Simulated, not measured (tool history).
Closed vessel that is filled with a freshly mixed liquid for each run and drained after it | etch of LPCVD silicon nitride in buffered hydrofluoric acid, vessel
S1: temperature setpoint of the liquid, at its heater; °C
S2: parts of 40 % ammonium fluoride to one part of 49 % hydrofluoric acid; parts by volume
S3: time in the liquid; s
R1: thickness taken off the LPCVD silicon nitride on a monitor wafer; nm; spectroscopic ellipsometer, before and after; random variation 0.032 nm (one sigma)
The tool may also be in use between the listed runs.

run    day    S1    S2   S3      R1
  1  0.000  24.0   9.0  305  4.8103
  2  0.262  25.0   9.0  305  5.0892
  3  0.400  25.0  11.0  305  4.1743
  4  0.679  25.0  11.0  305  4.1714
  5  1.046  25.0  11.0  230  3.1617
  6  1.442  26.5  10.5  230  3.5734
  7  1.538  26.5  10.5  230  3.6151

Forecast run 8:
  8  1.800  26.5  10.5  230   ?

Run 8 gave R1 3.5928 nm.

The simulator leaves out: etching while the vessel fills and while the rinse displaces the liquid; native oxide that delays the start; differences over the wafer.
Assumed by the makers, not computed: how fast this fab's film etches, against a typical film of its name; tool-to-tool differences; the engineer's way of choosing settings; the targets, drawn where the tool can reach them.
